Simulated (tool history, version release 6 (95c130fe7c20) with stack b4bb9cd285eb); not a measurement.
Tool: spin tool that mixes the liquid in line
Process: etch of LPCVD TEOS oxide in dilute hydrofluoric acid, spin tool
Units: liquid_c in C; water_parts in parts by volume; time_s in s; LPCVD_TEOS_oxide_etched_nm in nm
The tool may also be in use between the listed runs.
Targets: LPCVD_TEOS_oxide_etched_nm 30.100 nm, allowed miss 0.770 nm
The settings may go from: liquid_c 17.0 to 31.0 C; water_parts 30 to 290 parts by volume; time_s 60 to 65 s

run 1 hour=0.0 | liquid_c=23.0 water_parts=160 time_s=60 | LPCVD_TEOS_oxide_etched_nm=12.604
run 2 hour=5.1 | liquid_c=19.5 water_parts=160 time_s=60 | LPCVD_TEOS_oxide_etched_nm=11.018
run 3 hour=9.3 | liquid_c=19.5 water_parts=160 time_s=65 | LPCVD_TEOS_oxide_etched_nm=11.914
run 4 hour=10.1 | liquid_c=21.0 water_parts=150 time_s=65 | LPCVD_TEOS_oxide_etched_nm=13.629
run 5 hour=15.2 | liquid_c=21.0 water_parts=105 time_s=65 | LPCVD_TEOS_oxide_etched_nm=20.526
run 6 hour=15.9 | liquid_c=21.0 water_parts=145 time_s=65 | LPCVD_TEOS_oxide_etched_nm=14.150
run 7 hour=19.0 | liquid_c=25.0 water_parts=90 time_s=65 | LPCVD_TEOS_oxide_etched_nm=28.646
run 8 hour=19.6 | liquid_c=25.5 water_parts=90 time_s=65 | LPCVD_TEOS_oxide_etched_nm=29.276

Which of these 4 next moves meets every target?
run A hour=20.2 | liquid_c=25.5 water_parts=95 time_s=65 | LPCVD_TEOS_oxide_etched_nm=?
run B hour=20.2 | liquid_c=18.0 water_parts=70 time_s=65 | LPCVD_TEOS_oxide_etched_nm=?
run C hour=20.2 | liquid_c=29.5 water_parts=105 time_s=65 | LPCVD_TEOS_oxide_etched_nm=?
run D hour=20.2 | liquid_c=26.5 water_parts=90 time_s=65 | LPCVD_TEOS_oxide_etched_nm=?

move=A LPCVD_TEOS_oxide_etched_nm=27.467
move=B LPCVD_TEOS_oxide_etched_nm=28.259
move=C LPCVD_TEOS_oxide_etched_nm=28.590
move=D LPCVD_TEOS_oxide_etched_nm=30.347
A: further off than the last run
B: further off than the last run
C: further off than the last run
D: meets every target
Move D is the one to make.
